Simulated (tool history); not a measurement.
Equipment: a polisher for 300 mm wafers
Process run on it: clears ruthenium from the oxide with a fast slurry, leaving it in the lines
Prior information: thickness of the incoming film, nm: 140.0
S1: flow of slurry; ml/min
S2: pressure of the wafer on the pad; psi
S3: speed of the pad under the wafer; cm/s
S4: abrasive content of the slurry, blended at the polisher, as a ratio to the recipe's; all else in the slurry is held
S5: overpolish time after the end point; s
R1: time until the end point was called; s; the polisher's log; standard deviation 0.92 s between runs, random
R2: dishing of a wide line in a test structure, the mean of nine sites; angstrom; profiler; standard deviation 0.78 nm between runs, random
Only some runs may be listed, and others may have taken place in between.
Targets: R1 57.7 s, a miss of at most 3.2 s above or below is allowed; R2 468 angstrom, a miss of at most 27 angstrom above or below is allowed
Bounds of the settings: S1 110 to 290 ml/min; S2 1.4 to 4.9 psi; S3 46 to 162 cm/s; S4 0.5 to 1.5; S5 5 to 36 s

{"run": 1, "hour": 0.0, "S1": 185, "S2": 3.1, "S3": 104, "S4": 1, "S5": 18, "R1": 36.534, "R2": 584.43}
{"run": 2, "hour": 7.3, "S1": 185, "S2": 2.9, "S3": 104, "S4": 1, "S5": 18, "R1": 38.502, "R2": 559.89}
{"run": 3, "hour": 12.2, "S1": 210, "S2": 2.9, "S3": 104, "S4": 1, "S5": 18, "R1": 37.803, "R2": 559.57}
{"run": 4, "hour": 13.8, "S1": 210, "S2": 2.7, "S3": 104, "S4": 1, "S5": 19, "R1": 39.913, "R2": 579.5}
{"run": 5, "hour": 17.8, "S1": 210, "S2": 2.5, "S3": 104, "S4": 1, "S5": 19, "R1": 43.115, "R2": 571.61}
{"run": 6, "hour": 22.1, "S1": 250, "S2": 2.5, "S3": 104, "S4": 1, "S5": 19, "R1": 39.764, "R2": 558.7}
{"run": 7, "hour": 28.7, "S1": 245, "S2": 2.4, "S3": 104, "S4": 1, "S5": 19, "R1": 42.089, "R2": 543.28}
{"run": 8, "hour": 34.5, "S1": 240, "S2": 2.3, "S3": 104, "S4": 1, "S5": 19, "R1": 43.123, "R2": 536.75}
{"run": 9, "hour": 35.3, "S1": 235, "S2": 2.2, "S3": 104, "S4": 1, "S5": 19, "R1": 43.157, "R2": 512.56}
{"run": 10, "hour": 40.2, "S1": 235, "S2": 1.4, "S3": 96, "S4": 1, "S5": 24, "R1": 65.455, "R2": 457.31}
{"run": 11, "hour": 42.5, "S1": 240, "S2": 1.4, "S3": 96, "S4": 1, "S5": 24, "R1": 63.419, "R2": 480.13}
{"run": 12, "hour": 50.2, "S1": 245, "S2": 1.4, "S3": 96, "S4": 1, "S5": 24, "R1": 63.803, "R2": 484.26}
{"run": 13, "hour": 56.6, "S1": 250, "S2": 1.4, "S3": 96, "S4": 1, "S5": 24, "R1": 62.275, "R2": 466.2}
{"run": 14, "hour": 63.6, "S1": 255, "S2": 1.4, "S3": 96, "S4": 1, "S5": 24, "R1": 61.367, "R2": 481.96}
{"run": 15, "hour": 71.2, "S1": 260, "S2": 1.4, "S3": 96, "S4": 1, "S5": 24, "R1": 62.897, "R2": 462.7}

Which of these 5 next moves meets every target?
{"run": "A", "hour": 78.8, "S1": 235, "S2": 1.4, "S3": 104, "S4": 1, "S5": 22, "R1": "?", "R2": "?"}
{"run": "B", "hour": 78.8, "S1": 245, "S2": 1.6, "S3": 92, "S4": 0.95, "S5": 21, "R1": "?", "R2": "?"}
{"run": "C", "hour": 78.8, "S1": 290, "S2": 1.6, "S3": 92, "S4": 0.8, "S5": 23, "R1": "?", "R2": "?"}
{"run": "D", "hour": 78.8, "S1": 260, "S2": 1.6, "S3": 82, "S4": 1.05, "S5": 26, "R1": "?", "R2": "?"}
{"run": "E", "hour": 78.8, "S1": 270, "S2": 1.4, "S3": 88, "S4": 1, "S5": 23, "R1": "?", "R2": "?"}

move=A R1=57.642 R2=457.86
move=B R1=61.207 R2=416.68
move=C R1=64.369 R2=431.98
move=D R1=65.536 R2=473.66
move=E R1=66.876 R2=417.57
A: meets every target
B: further off than the last run
C: further off than the last run
D: further off than the last run
E: further off than the last run
A is the move that brings every result within its allowed miss.
